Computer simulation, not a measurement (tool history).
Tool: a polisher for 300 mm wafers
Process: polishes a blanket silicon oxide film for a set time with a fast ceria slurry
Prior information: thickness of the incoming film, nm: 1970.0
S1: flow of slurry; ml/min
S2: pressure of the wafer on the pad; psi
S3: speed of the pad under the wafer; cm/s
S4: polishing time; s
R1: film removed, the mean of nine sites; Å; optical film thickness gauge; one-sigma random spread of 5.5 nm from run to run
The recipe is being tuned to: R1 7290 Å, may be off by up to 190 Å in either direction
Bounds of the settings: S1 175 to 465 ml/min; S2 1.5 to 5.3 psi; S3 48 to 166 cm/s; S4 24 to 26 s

run  hour   S1   S2   S3  S4      R1
  1     0  295  3.4  106  26  4014.1
  2     5  300  3.8  106  26  4470.2
  3  13.4  240  3.8  106  26  4346.9
  4    19  180  3.8  106  26  4248.2
  5  24.2  215  3.8  106  26  4350.7
     25.7  -- worn pad replaced by a new one
  6  25.7  225  4.1  108  26  5089.6
  7  33.5  245  4.3  108  26  5369.4
  8  40.4  245  4.3  108  26  5385.9
  9  46.9  245  4.3  108  26    5436
 10  53.1  260  4.5  108  26  5744.9
 11  55.5  265  4.7  108  26  5852.2

Pick the move, out of 5, that brings all results within their allowed miss; only one does.
  A  57.9  320  5.3  120  26   ?
  B  57.9  260  5.3  126  26   ?
  C  57.9  240  5.3  126  26   ?
  D  57.9  265  5.3  126  26   ?
  E  57.9  255  5.1  122  26   ?

move      R1
   A  7549.7
   B  7747.8
   C  7671.9
   D  7764.9
   E  7215.4
A: takes the result that was furthest off past its target
B: takes the result that was furthest off past its target
C: takes the result that was furthest off past its target
D: takes the result that was furthest off past its target
E: all results land within tolerance of their targets
E is the move that brings every result within its allowed miss.
